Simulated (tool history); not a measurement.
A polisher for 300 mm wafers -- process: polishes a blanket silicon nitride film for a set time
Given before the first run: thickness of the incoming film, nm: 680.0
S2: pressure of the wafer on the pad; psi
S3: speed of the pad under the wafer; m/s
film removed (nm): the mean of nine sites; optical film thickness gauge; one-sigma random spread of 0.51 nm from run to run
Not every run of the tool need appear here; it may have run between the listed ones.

run 1 hour=0.0 | flow_of_slurry_(ml/min)=160 S2=3.6 S3=1.16 polishing_time_(s)=55 | film_removed_(nm)=89.141
run 2 hour=4.4 | flow_of_slurry_(ml/min)=160 S2=3.6 S3=1.40 polishing_time_(s)=55 | film_removed_(nm)=102.530
run 3 hour=13.0 | flow_of_slurry_(ml/min)=155 S2=3.2 S3=1.40 polishing_time_(s)=55 | film_removed_(nm)=94.101
run 4 hour=16.0 | flow_of_slurry_(ml/min)=155 S2=2.8 S3=1.40 polishing_time_(s)=55 | film_removed_(nm)=84.592
run 5 hour=17.8 | flow_of_slurry_(ml/min)=155 S2=2.6 S3=1.40 polishing_time_(s)=55 | film_removed_(nm)=79.825
run 6 hour=19.5 | flow_of_slurry_(ml/min)=155 S2=2.6 S3=1.40 polishing_time_(s)=55 | film_removed_(nm)=79.811

Run 7 comes next. What will it give?
run 7 hour=20.9 | flow_of_slurry_(ml/min)=155 S2=2.4 S3=1.40 polishing_time_(s)=55 | film_removed_(nm)=?

film removed (nm): 75.866
